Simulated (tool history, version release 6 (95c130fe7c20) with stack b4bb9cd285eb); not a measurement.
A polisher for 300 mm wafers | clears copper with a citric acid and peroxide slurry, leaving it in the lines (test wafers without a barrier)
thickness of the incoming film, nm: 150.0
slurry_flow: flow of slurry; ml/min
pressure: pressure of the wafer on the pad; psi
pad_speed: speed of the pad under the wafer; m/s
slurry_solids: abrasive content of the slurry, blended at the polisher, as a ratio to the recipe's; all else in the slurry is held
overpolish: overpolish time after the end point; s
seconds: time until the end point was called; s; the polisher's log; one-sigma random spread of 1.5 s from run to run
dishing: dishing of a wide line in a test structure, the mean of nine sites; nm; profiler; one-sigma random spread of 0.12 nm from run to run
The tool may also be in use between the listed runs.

| run | day | slurry_flow | pressure | pad_speed | slurry_solids | overpolish | seconds | dishing |
|---|---|---|---|---|---|---|---|---|
| 1 | 0.000 | 295 | 3.0 | 0.84 | 1.0 | 21 | 84.407 | 29.1050 |
| 2 | 0.058 | 295 | 2.9 | 0.82 | 1.0 | 20 | 88.661 | 26.3820 |
| 3 | 0.250 | 295 | 2.9 | 0.66 | 1.0 | 20 | 108.640 | 21.8750 |
| 4 | 0.467 | 295 | 2.9 | 0.66 | 1.0 | 14 | 110.190 | 15.5670 |
| 5 | 0.833 | 295 | 2.8 | 0.66 | 1.0 | 14 | 111.520 | 15.3770 |
| 6 | 1.071 | 295 | 2.8 | 0.84 | 1.0 | 14 | 89.388 | 19.0100 |
| 7 | 1.425 | 295 | 2.6 | 0.82 | 1.0 | 14 | 97.432 | 17.4530 |
| 8 | 1.625 | 295 | 2.4 | 0.82 | 1.0 | 14 | 103.640 | 16.3310 |
| 9 | 1.812 | 295 | 2.3 | 0.82 | 1.0 | 14 | 107.750 | 15.7730 |

Expected results for the next run?
| 10 | 1.971 | 295 | 1.5 | 0.78 | 1.0 | 12 | ? | ? |

Logged for run 10: seconds 152.830 s, dishing 9.5797 nm.
